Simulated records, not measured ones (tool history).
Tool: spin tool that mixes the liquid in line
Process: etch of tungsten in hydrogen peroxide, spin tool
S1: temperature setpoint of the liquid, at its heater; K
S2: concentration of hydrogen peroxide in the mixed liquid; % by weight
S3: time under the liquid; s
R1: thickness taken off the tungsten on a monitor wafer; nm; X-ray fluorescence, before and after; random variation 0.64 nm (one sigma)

run 1 hour=0 | S1=323.15 S2=21 S3=50 | R1=39.62
run 2 hour=4.6 | S1=324.65 S2=21 S3=50 | R1=43.075
run 3 hour=9.3 | S1=324.65 S2=21 S3=50 | R1=43.284
run 4 hour=17.1 | S1=325.65 S2=21 S3=50 | R1=45.572
run 5 hour=19.8 | S1=326.65 S2=21 S3=50 | R1=48.262
run 6 hour=23.7 | S1=327.65 S2=21 S3=50 | R1=51.359
run 7 hour=28.2 | S1=328.15 S2=21 S3=50 | R1=52.407

Run 8 comes next. What will it give?
run 8 hour=31.1 | S1=328.65 S2=21 S3=50 | R1=?

Run 8 gave R1 55.062 nm.
